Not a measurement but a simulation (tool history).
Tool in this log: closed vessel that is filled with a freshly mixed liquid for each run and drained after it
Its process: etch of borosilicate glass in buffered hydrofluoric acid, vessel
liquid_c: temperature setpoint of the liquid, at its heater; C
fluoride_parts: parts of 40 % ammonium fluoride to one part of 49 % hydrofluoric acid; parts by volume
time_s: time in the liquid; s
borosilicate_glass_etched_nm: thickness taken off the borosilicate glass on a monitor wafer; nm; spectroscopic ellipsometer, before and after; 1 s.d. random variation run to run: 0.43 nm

| run | hour | liquid_c | fluoride_parts | time_s | borosilicate_glass_etched_nm |
|---|---|---|---|---|---|
| 1 | 0.0 | 21.0 | 20.5 | 90 | 44.942 |
| 2 | 5.8 | 21.0 | 20.5 | 90 | 44.373 |
| 3 | 7.1 | 21.0 | 26.5 | 90 | 37.509 |
| 4 | 10.5 | 21.0 | 21.5 | 90 | 43.461 |
|  | 14.3 | hydrofluoric acid flow meter replaced |
| 5 | 14.3 | 22.5 | 20.5 | 90 | 52.399 |
| 6 | 16.9 | 20.0 | 20.5 | 90 | 46.174 |
| 7 | 22.5 | 24.0 | 17.0 | 90 | 67.460 |

Expected results for the next run?
| 8 | 26.6 | 24.5 | 17.0 | 90 | ? |

{"run 8": {"borosilicate_glass_etched_nm": 69.864}}

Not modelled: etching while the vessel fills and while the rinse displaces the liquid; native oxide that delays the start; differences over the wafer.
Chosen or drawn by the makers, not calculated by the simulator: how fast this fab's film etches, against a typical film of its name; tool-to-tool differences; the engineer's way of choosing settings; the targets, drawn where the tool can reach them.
